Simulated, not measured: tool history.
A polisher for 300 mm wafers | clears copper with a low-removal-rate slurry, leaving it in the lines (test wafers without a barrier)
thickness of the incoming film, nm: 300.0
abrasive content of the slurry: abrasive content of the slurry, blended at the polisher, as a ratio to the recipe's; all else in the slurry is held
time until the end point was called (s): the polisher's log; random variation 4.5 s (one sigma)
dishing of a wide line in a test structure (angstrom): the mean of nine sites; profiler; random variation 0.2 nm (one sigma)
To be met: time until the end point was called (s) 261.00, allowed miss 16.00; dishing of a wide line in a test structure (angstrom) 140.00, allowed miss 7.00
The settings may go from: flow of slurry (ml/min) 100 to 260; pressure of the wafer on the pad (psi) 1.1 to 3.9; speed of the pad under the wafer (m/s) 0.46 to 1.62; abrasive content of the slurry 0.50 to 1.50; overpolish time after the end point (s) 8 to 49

run   hour  flow of slurry (ml/min)  pressure of the wafer on the pad (psi)  speed of the pad under the wafer (m/s)  abrasive content of the slurry  overpolish time after the end point (s)  time until the end point was called (s)  dishing of a wide line in a test structure (angstrom)
  1    0.0                      165                                     2.5                                    1.04                            1.00                                       25                                   132.92                                                 380.48
  2    7.1                      165                                     2.5                                    1.04                            0.90                                       25                                   142.23                                                 379.23
  3   15.4                      165                                     2.5                                    1.04                            0.90                                       34                                   137.05                                                 485.71
  4   24.1                      165                                     2.1                                    1.04                            0.90                                       34                                   163.75                                                 414.63
  5   33.0                      165                                     1.6                                    1.04                            0.90                                       34                                   211.64                                                 330.73
  6   37.0                      165                                     2.2                                    1.04                            0.90                                       34                                   160.01                                                 429.72
  7   43.5                      175                                     2.0                                    0.96                            1.00                                       29                                   183.92                                                 327.04
  8   47.6                      180                                     1.9                                    0.92                            1.05                                       24                                   195.89                                                 266.85
  9   52.6                      185                                     1.8                                    0.90                            1.10                                       21                                   209.91                                                 223.82
 10   55.1                      190                                     1.7                                    0.90                            1.10                                       19                                   207.76                                                 192.04
 11   62.0                      190                                     1.6                                    0.90                            1.10                                       19                                   224.25                                                 185.73
 12   70.1                      190                                     1.5                                    0.90                            1.10                                       18                                   241.48                                                 165.24
 13   71.8                      190                                     1.5                                    0.90                            1.10                                       17                                   241.81                                                 156.62
 14   77.6                      185                                     1.5                                    0.90                            1.10                                       17                                   245.97                                                 155.26
 15   84.6                      180                                     1.5                                    0.90                            1.10                                       17                                   252.69                                                 152.51
 16   92.2                      175                                     1.5                                    0.92                            1.10                                       16                                   238.43                                                 147.33
 17   97.1                      170                                     1.5                                    0.92                            1.10                                       16                                   242.60                                                 150.58
 18  105.1                      165                                     1.5                                    0.92                            1.10                                       16                                   241.07                                                 153.33
 19  108.3                      165                                     1.3                                    0.92                            1.10                                       15                                   283.74                                                 124.94
 20  110.8                      170                                     1.3                                    0.92                            1.10                                       15                                   280.71                                                 122.81
 21  115.9                      175                                     1.3                                    0.92                            1.10                                       15                                   270.23                                                 123.71

Which of these 4 next moves meets every target?
  A  121.0                      175                                     1.1                                    1.14                            1.25                                       16                                        ?                                                      ?
  B  121.0                      175                                     1.5                                    0.86                            0.95                                       14                                        ?                                                      ?
  C  121.0                      190                                     1.5                                    0.74                            1.15                                       18                                        ?                                                      ?
  D  121.0                      180                                     1.3                                    0.96                            1.05                                       14                                        ?                                                      ?

move  time until the end point was called (s)  dishing of a wide line in a test structure (angstrom)
   A                                   250.35                                                 140.27
   B                                   259.47                                                 120.86
   C                                   284.37                                                 140.39
   D                                   260.90                                                 119.80
A: meets every target
B: further off than the last run
C: brings the result that was furthest off to its target, and leaves another outside
D: further off than the last run
Move A is the one to make.
